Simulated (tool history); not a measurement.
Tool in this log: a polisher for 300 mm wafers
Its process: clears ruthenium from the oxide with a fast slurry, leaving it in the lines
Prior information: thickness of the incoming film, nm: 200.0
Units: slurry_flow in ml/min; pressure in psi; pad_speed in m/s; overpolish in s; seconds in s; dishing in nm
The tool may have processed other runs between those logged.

run  hour  slurry_flow  pressure  pad_speed  slurry_solids  overpolish  seconds  dishing
  1   0.0          130       2.0       0.98            1.0          19   77.561   37.084
  2   2.4          130       2.0       0.78            1.0          19   92.220   32.134
  3  10.2          130       1.7       0.78            1.0          19  105.720   27.865
  4  16.4          125       1.7       0.76            1.0          21  111.560   29.975
  5  25.3          105       1.7       0.76            1.0          21  113.100   29.322
  6  28.2          105       1.7       0.76            1.0          22  111.090   29.991
  7  35.2          110       1.7       0.76            1.0          23  111.960   32.043
  8  37.5          110       1.7       0.76            1.0          24  111.060   32.638
  9  43.4          110       1.7       0.76            1.0          25  114.680   34.070

Expected results for the next run?
 10  48.4          110       1.7       0.76            1.0          26        ?        ?

Logged for run 10: seconds 111.250 s, dishing 35.589 nm.
